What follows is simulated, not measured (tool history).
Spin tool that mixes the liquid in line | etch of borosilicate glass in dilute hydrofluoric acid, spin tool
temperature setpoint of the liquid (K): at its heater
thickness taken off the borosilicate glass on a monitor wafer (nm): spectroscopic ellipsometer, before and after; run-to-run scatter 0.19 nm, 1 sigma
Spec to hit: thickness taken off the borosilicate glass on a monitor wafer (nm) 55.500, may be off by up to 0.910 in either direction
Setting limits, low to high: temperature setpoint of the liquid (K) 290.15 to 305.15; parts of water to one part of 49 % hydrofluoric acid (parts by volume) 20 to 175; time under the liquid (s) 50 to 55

run	hour	temperature setpoint of the liquid (K)	parts of water to one part of 49 % hydrofluoric acid (parts by volume)	time under the liquid (s)	thickness taken off the borosilicate glass on a monitor wafer (nm)
1	0.0	297.15	95	50	21.587
2	7.6	297.15	95	50	21.683
3	9.3	297.15	95	50	21.617
4	18.2	297.15	95	55	23.681
5	20.4	299.15	85	55	29.466
6	24.4	300.65	75	55	35.621
7	32.6	301.65	70	55	39.938
8	38.0	302.65	65	55	44.932
9	46.5	305.15	55	55	59.593
10	50.4	305.15	55	55	59.488
11	51.8	304.65	55	55	58.360
12	60.6	304.15	55	55	57.344

Exercise: of the 4 proposed moves below, exactly one satisfies all targets within the stated allowed misses. Which move is it?
A	69.4	302.65	50	55	?
B	69.4	305.15	55	55	?
C	69.4	302.15	50	55	?
D	69.4	303.15	50	50	?

move	thickness taken off the borosilicate glass on a monitor wafer (nm)
A	59.804
B	59.456
C	58.635
D	55.446
A: misses by more than the last run did
B: misses by more than the last run did
C: misses by more than the last run did
D: hits every target within its allowed miss
Correct choice: D, which meets every target
